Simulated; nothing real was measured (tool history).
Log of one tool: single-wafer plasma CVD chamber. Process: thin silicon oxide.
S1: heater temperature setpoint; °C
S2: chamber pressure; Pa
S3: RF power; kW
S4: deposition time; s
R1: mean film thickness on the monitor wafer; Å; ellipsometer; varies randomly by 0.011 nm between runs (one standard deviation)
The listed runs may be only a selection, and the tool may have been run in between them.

run	day	S1	S2	S3	S4	R1
1	0	390	99.2	0.37	3.87	64.936
2	0.067	390	94	0.37	3.87	61.854
3	0.275	390	104.9	0.37	3.87	68.646
4	0.562	390	104.9	0.39	3.87	69.627
5	0.604	386	104.9	0.39	3.87	69.771
6	0.788	386	97.5	0.385	3.87	64.699

What does the tool deliver on the next run?
7	1.092	386	77.6	0.38	3.86	?

{"run 7": {"R1": 51.105}}
